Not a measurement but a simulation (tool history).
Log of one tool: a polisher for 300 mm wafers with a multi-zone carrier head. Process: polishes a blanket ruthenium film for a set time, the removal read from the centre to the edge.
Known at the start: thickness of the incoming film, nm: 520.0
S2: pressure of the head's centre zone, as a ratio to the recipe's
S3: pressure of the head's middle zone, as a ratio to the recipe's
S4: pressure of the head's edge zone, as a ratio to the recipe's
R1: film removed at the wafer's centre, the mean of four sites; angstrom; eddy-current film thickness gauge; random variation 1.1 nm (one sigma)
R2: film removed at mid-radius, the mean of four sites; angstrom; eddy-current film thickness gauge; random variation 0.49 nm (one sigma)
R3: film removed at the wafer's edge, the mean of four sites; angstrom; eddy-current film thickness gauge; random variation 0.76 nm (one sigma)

run 1 day=0 | flow_of_slurry_(ml/min)=215 S2=1 S3=1 S4=1 polishing_time_(s)=64 | R1=1004.2 R2=1017.4 R3=1028.1
run 2 day=0.362 | flow_of_slurry_(ml/min)=215 S2=1 S3=0.99 S4=0.97 polishing_time_(s)=60 | R1=943.92 R2=938.55 R3=946.79
run 3 day=0.596 | flow_of_slurry_(ml/min)=215 S2=1 S3=0.99 S4=0.97 polishing_time_(s)=74 | R1=1148.3 R2=1168.4 R3=1134.3
run 4 day=0.708 | flow_of_slurry_(ml/min)=210 S2=0.99 S3=0.98 S4=0.94 polishing_time_(s)=69 | R1=1082.5 R2=1069.9 R3=1042.9
run 5 day=0.742 | flow_of_slurry_(ml/min)=210 S2=0.99 S3=0.98 S4=0.87 polishing_time_(s)=69 | R1=1071.5 R2=1063.8 R3=1013.8
run 6 day=0.808 | flow_of_slurry_(ml/min)=205 S2=0.99 S3=0.98 S4=0.86 polishing_time_(s)=64 | R1=972.24 R2=973.76 R3=938.09
run 7 day=0.988 | flow_of_slurry_(ml/min)=205 S2=1 S3=0.98 S4=0.85 polishing_time_(s)=60 | R1=926.6 R2=927.96 R3=872.97
run 8 day=1.208 | flow_of_slurry_(ml/min)=200 S2=1 S3=0.97 S4=0.84 polishing_time_(s)=57 | R1=881.13 R2=866.7 R3=833.97
run 9 day=1.35 | flow_of_slurry_(ml/min)=200 S2=1 S3=0.97 S4=0.83 polishing_time_(s)=55 | R1=842.11 R2=842.33 R3=802.16
run 10 day=1.592 | flow_of_slurry_(ml/min)=200 S2=1 S3=0.97 S4=0.83 polishing_time_(s)=53 | R1=815.94 R2=810.68 R3=766.97
run 11 day=1.771 | flow_of_slurry_(ml/min)=200 S2=0.99 S3=0.96 S4=0.83 polishing_time_(s)=52 | R1=805.55 R2=789.24 R3=750.89
run 12 day=1.9 | flow_of_slurry_(ml/min)=195 S2=0.97 S3=0.95 S4=0.83 polishing_time_(s)=52 | R1=784.17 R2=775.82 R3=754.54
run 13 day=2.121 | flow_of_slurry_(ml/min)=195 S2=0.97 S3=0.95 S4=0.83 polishing_time_(s)=51 | R1=779.05 R2=760.93 R3=745.47
run 14 day=2.429 | flow_of_slurry_(ml/min)=195 S2=0.97 S3=0.95 S4=0.83 polishing_time_(s)=50 | R1=756.31 R2=738.26 R3=717.53
run 15 day=2.579 | flow_of_slurry_(ml/min)=190 S2=0.96 S3=0.95 S4=0.83 polishing_time_(s)=50 | R1=758.91 R2=745.07 R3=715.92

The next listed run, before its measurement:
run 16 day=2.883 | flow_of_slurry_(ml/min)=185 S2=0.94 S3=0.95 S4=0.83 polishing_time_(s)=50 | R1=? R2=? R3=?

R1: 708.14 angstrom
R2: 747.59 angstrom
R3: 712.49 angstrom

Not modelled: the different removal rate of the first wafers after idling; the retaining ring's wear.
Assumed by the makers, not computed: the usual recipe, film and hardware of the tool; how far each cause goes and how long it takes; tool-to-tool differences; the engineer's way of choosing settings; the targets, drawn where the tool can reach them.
